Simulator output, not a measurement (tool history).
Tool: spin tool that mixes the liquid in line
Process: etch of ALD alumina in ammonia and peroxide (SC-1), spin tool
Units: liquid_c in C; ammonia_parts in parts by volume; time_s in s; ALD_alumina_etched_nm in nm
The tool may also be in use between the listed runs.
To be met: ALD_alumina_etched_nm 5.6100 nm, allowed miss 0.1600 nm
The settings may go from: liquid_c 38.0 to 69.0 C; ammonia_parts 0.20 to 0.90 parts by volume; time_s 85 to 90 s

| run | hour | liquid_c | ammonia_parts | time_s | ALD_alumina_etched_nm |
|---|---|---|---|---|---|
| 1 | 0.0 | 53.0 | 0.50 | 85 | 9.2585 |
| 2 | 3.7 | 53.0 | 0.50 | 85 | 9.2778 |
| 3 | 5.8 | 51.5 | 0.50 | 85 | 8.5632 |
| 4 | 10.1 | 50.5 | 0.50 | 85 | 8.0490 |
| 5 | 17.3 | 49.5 | 0.50 | 85 | 7.5652 |
| 6 | 25.7 | 48.5 | 0.50 | 85 | 7.1931 |
| 7 | 30.6 | 48.0 | 0.50 | 85 | 7.0589 |
| 8 | 31.7 | 47.5 | 0.50 | 85 | 6.8761 |
| 9 | 33.4 | 47.0 | 0.50 | 85 | 6.6758 |
| 10 | 35.3 | 46.5 | 0.50 | 85 | 6.4552 |
| 11 | 44.2 | 46.0 | 0.50 | 85 | 6.3181 |
| 12 | 49.6 | 45.5 | 0.50 | 85 | 6.2108 |
| 13 | 57.0 | 45.5 | 0.50 | 85 | 6.0838 |
| 14 | 64.6 | 44.5 | 0.50 | 85 | 5.7975 |

Which of these 5 next moves meets every target?
| A | 72.2 | 41.5 | 0.45 | 90 | ? |
| B | 72.2 | 43.5 | 0.65 | 90 | ? |
| C | 72.2 | 43.5 | 0.65 | 85 | ? |
| D | 72.2 | 44.5 | 0.40 | 90 | ? |
| E | 72.2 | 43.0 | 0.75 | 90 | ? |

| move | ALD_alumina_etched_nm |
|---|---|
| A | 5.1031 |
| B | 5.9347 |
| C | 5.6050 |
| D | 6.0012 |
| E | 5.8453 |
A: takes the result that was furthest off past its target
B: further off than the last run
C: meets every target
D: further off than the last run
E: further off than the last run
The right move is C.

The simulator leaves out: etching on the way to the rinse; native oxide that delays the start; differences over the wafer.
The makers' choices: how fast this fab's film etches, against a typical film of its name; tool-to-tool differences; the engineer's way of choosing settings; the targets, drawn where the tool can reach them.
